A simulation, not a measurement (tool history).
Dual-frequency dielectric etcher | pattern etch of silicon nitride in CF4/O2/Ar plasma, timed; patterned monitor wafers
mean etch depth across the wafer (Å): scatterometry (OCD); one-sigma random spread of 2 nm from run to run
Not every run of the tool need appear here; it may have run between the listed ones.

| run | day | source power (W) | bias power (W) | Ar flow (sccm) | CF4 flow (sccm) | etch time (s) | mean etch depth across the wafer (Å) |
|---|---|---|---|---|---|---|---|
| 1 | 0 | 690 | 41 | 79 | 125 | 353 | 9562.2 |
| 2 | 0.275 | 660 | 41 | 79 | 125 | 353 | 9122.6 |
| 3 | 0.508 | 630 | 41 | 79 | 125 | 353 | 8653.2 |
| 4 | 0.8 | 630 | 41 | 65 | 125 | 353 | 8859 |
| 5 | 1.104 | 630 | 41 | 65 | 117 | 353 | 8813.3 |
| 6 | 1.292 | 630 | 41 | 65 | 117 | 353 | 8811.2 |
| 7 | 1.538 | 610 | 41 | 65 | 117 | 353 | 8507.5 |

Forecast run 8:
| 8 | 1.892 | 600 | 41 | 65 | 117 | 353 | ? |

{"run 8": {"mean etch depth across the wafer (Å)": 8343.4}}

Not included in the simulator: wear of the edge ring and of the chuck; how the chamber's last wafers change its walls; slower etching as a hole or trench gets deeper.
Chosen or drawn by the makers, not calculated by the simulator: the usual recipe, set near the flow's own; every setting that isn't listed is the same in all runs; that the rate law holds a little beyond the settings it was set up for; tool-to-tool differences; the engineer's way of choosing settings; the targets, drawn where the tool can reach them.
